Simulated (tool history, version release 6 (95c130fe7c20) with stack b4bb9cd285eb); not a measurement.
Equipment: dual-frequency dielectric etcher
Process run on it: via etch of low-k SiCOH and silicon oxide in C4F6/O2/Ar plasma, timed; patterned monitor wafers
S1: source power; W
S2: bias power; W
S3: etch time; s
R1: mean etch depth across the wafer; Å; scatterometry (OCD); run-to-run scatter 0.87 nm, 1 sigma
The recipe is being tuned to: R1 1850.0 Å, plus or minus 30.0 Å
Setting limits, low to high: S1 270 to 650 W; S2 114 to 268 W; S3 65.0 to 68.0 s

run,hour,S1,S2,S3,R1
1,0.0,460,191,65.0,1699.0
2,8.3,460,176,65.0,1652.4
3,15.7,420,176,65.0,1595.4
4,24.5,420,194,65.0,1647.9
5,31.4,390,194,65.0,1595.1
6,40.0,440,196,65.0,1690.7
7,43.4,470,197,65.0,1743.7
8,50.2,490,198,65.0,1759.3
9,54.8,510,199,65.0,1785.0
10,61.7,520,200,65.0,1801.6

Which one of the following 5 next-run settings gets every result inside its allowed miss? There is exactly one.
A,68.6,440,210,68.0,?
B,68.6,470,214,65.0,?
C,68.6,490,168,68.0,?
D,68.6,570,188,65.0,?
E,68.6,480,196,65.5,?

move,R1
A,1793.1
B,1772.0
C,1751.9
D,1844.1
E,1752.7
A: the biggest miss grows against the last run
B: the biggest miss grows against the last run
C: the biggest miss grows against the last run
D: every result within its allowed miss
E: the biggest miss grows against the last run
The right move is D.

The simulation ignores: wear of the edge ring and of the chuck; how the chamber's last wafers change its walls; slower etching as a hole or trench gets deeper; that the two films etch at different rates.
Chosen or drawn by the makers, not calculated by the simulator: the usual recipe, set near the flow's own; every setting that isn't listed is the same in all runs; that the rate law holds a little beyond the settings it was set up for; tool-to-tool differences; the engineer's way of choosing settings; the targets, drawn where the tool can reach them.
